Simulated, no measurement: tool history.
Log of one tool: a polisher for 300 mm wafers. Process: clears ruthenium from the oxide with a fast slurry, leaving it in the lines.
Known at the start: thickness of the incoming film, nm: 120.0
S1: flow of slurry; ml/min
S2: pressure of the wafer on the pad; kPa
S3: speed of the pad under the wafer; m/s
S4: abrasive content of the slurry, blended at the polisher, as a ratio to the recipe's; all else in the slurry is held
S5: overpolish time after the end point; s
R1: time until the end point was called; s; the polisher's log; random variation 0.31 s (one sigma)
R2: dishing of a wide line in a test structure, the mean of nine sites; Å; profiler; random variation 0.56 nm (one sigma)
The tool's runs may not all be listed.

run	day	S1	S2	S3	S4	S5	R1	R2
1	0.000	265	24.1	1.30	1.00	24	22.057	860.69
2	0.338	210	24.1	1.30	1.00	24	22.270	828.17
3	0.400	200	24.1	1.30	1.00	21	22.805	737.65
4	0.667	265	24.1	1.30	1.00	21	21.144	758.27
5	0.833	290	23.4	1.30	1.00	19	22.480	684.28
6	1.000	290	23.4	1.30	1.00	13	21.833	488.99
7	1.325	295	23.4	1.30	1.00	12	22.145	448.39
8	1.696	310	23.4	1.28	1.00	11	22.086	422.71
9	1.721	325	24.1	1.22	1.05	10	21.931	402.46
10	2.017	340	24.1	1.18	1.10	10	22.297	394.29
11	2.200	350	24.1	1.14	1.15	10	22.311	385.36
12	2.371	360	24.1	1.12	1.20	10	22.447	389.52
13	2.592	370	24.8	1.08	1.15	10	23.149	385.46

Run 14 comes next. What will it give?
14	2.633	295	19.3	1.30	1.40	7	?	?

Run 14 gave R1 23.045 s, R2 280.17 Å.

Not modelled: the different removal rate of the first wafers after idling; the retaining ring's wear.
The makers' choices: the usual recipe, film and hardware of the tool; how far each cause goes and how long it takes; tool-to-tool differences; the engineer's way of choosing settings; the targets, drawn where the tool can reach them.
